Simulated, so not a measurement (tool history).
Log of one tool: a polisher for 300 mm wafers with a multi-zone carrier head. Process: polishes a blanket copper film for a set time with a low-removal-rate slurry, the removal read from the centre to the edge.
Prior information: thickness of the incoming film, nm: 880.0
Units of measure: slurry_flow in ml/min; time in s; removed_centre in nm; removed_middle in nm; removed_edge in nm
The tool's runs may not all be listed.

run,hour,slurry_flow,centre_zone,middle_zone,edge_zone,slurry_solids,time,removed_centre,removed_middle,removed_edge
1,0,165,1,1,1,1,83,187.83,187.31,195.61
2,7.8,155,0.97,0.99,0.98,0.95,83,176.74,184.99,187.93
3,13.4,155,0.97,1.04,0.98,0.95,83,178.5,187.87,186.59
4,20.1,155,0.97,1.04,0.98,0.95,95,203.33,214.48,217.43
5,26.6,145,0.95,1.01,0.98,0.85,93,187.37,200.66,200.85
6,35.7,140,0.93,0.98,0.99,0.8,92,177.15,189.93,198.54

What will run 7 give?
7,41.8,135,0.91,0.96,0.98,0.75,92,?,?,?

{"run 7": {"removed_centre": 170.4, "removed_middle": 181.08, "removed_edge": 194.49}}

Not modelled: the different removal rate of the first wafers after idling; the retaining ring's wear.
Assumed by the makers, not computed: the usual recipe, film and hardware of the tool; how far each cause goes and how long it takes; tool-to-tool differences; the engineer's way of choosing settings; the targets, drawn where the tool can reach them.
